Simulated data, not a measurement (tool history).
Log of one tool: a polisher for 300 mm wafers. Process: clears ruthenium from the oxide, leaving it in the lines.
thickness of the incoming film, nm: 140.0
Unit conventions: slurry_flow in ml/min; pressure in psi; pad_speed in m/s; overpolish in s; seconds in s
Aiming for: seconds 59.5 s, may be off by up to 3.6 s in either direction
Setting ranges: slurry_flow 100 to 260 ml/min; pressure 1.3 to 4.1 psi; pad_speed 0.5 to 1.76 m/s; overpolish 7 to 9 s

run,day,slurry_flow,pressure,pad_speed,overpolish,seconds
1,0,165,2.7,1.12,9,81.659
2,0.371,165,2.7,1.26,9,77.365
3,0.596,165,2.8,1.28,9,70.607
4,0.8,165,2.9,1.28,9,69.975
5,0.988,165,3,1.28,9,67.462
6,1.033,165,2.7,1.28,9,74.639
7,1.125,165,2.8,1.28,9,72.692
8,1.404,165,2.9,1.28,9,70.871
9,1.721,165,3,1.28,9,66.862

Exercise: of the 5 proposed moves below, exactly one satisfies all targets within the stated allowed misses. Which move is it?
A,2.038,180,3.3,1.32,9,?
B,2.038,155,3,1.26,9,?
C,2.038,160,3.1,1.24,7,?
D,2.038,155,3,1.22,7,?
E,2.038,140,3.1,1.24,9,?

move,seconds
A,59.032
B,68.389
C,66.565
D,69.819
E,68.176
A: meets every target
B: its largest miss is bigger than the last run's
C: no better and no worse than the last run
D: its largest miss is bigger than the last run's
E: its largest miss is bigger than the last run's
Move A is the one to make.

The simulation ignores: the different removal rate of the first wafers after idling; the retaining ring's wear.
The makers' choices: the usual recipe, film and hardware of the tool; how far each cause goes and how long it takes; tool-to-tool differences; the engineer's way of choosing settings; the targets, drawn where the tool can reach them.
